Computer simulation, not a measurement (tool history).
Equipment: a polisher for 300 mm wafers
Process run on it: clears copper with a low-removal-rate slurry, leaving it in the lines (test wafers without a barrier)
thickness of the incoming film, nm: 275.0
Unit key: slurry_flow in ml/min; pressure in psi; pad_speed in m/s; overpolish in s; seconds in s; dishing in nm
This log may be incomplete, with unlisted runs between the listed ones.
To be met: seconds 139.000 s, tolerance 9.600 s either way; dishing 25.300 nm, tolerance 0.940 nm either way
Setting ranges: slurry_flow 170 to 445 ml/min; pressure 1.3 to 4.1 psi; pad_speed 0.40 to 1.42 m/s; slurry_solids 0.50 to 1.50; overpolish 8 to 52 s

run 1 hour=0.0 | slurry_flow=285 pressure=2.7 pad_speed=0.90 slurry_solids=1.00 overpolish=26 | seconds=121.470 dishing=33.482
run 2 hour=8.0 | slurry_flow=345 pressure=2.7 pad_speed=0.90 slurry_solids=1.00 overpolish=26 | seconds=112.160 dishing=33.601
run 3 hour=17.1 | slurry_flow=345 pressure=2.7 pad_speed=0.90 slurry_solids=1.00 overpolish=15 | seconds=118.970 dishing=21.512
run 4 hour=24.3 | slurry_flow=320 pressure=2.7 pad_speed=0.90 slurry_solids=1.00 overpolish=16 | seconds=122.060 dishing=22.817
run 5 hour=26.4 | slurry_flow=385 pressure=2.7 pad_speed=0.90 slurry_solids=1.00 overpolish=16 | seconds=121.070 dishing=22.900
run 6 hour=33.5 | slurry_flow=385 pressure=3.2 pad_speed=0.90 slurry_solids=1.00 overpolish=16 | seconds=98.722 dishing=26.285
run 7 hour=36.8 | slurry_flow=385 pressure=3.0 pad_speed=0.90 slurry_solids=1.00 overpolish=18 | seconds=106.260 dishing=27.685
run 8 hour=41.7 | slurry_flow=385 pressure=3.0 pad_speed=0.90 slurry_solids=1.00 overpolish=18 | seconds=101.450 dishing=27.840
run 9 hour=50.3 | slurry_flow=365 pressure=2.9 pad_speed=0.90 slurry_solids=1.00 overpolish=19 | seconds=111.940 dishing=27.619
-- hour=56.4 slurry nozzle cleaned
run 10 hour=56.4 | slurry_flow=365 pressure=2.8 pad_speed=0.90 slurry_solids=1.00 overpolish=20 | seconds=111.020 dishing=29.420
run 11 hour=60.3 | slurry_flow=340 pressure=2.7 pad_speed=0.90 slurry_solids=1.00 overpolish=20 | seconds=113.310 dishing=27.967
run 12 hour=66.7 | slurry_flow=335 pressure=2.5 pad_speed=0.90 slurry_solids=1.00 overpolish=20 | seconds=123.980 dishing=26.532
run 13 hour=71.7 | slurry_flow=330 pressure=2.4 pad_speed=0.90 slurry_solids=1.00 overpolish=20 | seconds=129.080 dishing=25.929

Which one of the following 4 next-run settings gets every result inside its allowed miss? There is exactly one.
run A hour=76.7 | slurry_flow=365 pressure=2.0 pad_speed=0.68 slurry_solids=1.10 overpolish=26 | seconds=? dishing=?
run B hour=76.7 | slurry_flow=350 pressure=2.8 pad_speed=0.92 slurry_solids=0.60 overpolish=18 | seconds=? dishing=?
run C hour=76.7 | slurry_flow=285 pressure=2.3 pad_speed=0.88 slurry_solids=0.95 overpolish=21 | seconds=? dishing=?
run D hour=76.7 | slurry_flow=315 pressure=2.2 pad_speed=1.10 slurry_solids=1.15 overpolish=18 | seconds=? dishing=?

move=A seconds=164.360 dishing=24.546
move=B seconds=114.750 dishing=24.615
move=C seconds=131.940 dishing=24.773
move=D seconds=114.450 dishing=24.503
A: moves the result that the last run missed by most past its target, out the other side
B: misses by more than the last run did
C: every result within its allowed miss
D: misses by more than the last run did
So the answer is move C, the one that meets all the targets.
